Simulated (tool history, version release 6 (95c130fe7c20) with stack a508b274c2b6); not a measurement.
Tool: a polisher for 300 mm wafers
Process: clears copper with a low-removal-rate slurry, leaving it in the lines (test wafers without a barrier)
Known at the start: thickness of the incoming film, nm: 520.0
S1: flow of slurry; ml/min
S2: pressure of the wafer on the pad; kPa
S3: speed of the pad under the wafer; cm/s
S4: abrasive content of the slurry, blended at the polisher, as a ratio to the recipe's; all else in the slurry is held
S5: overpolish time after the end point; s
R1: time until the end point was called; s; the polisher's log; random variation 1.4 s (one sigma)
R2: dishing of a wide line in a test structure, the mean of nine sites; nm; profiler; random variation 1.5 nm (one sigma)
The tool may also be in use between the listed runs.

run	day	S1	S2	S3	S4	S5	R1	R2
1	0.000	165	24.8	108	1.0	29	96.637	78.868
2	0.346	160	21.4	108	1.0	30	108.980	71.691
3	0.488	155	18.6	108	1.0	32	122.460	69.788
4	0.525	155	18.6	108	1.0	24	126.220	54.824
5	0.762	150	17.2	108	1.0	27	133.850	59.359
6	0.817	140	16.5	108	1.0	28	140.850	56.387
7	0.996	130	16.5	108	1.0	30	143.120	59.422
8	1.254	125	16.5	108	1.0	31	145.210	58.242

Run 9 comes next. What will it give?
9	1.321	125	16.5	108	1.0	31	?	?

Run 9 gave R1 143.690 s, R2 56.781 nm.
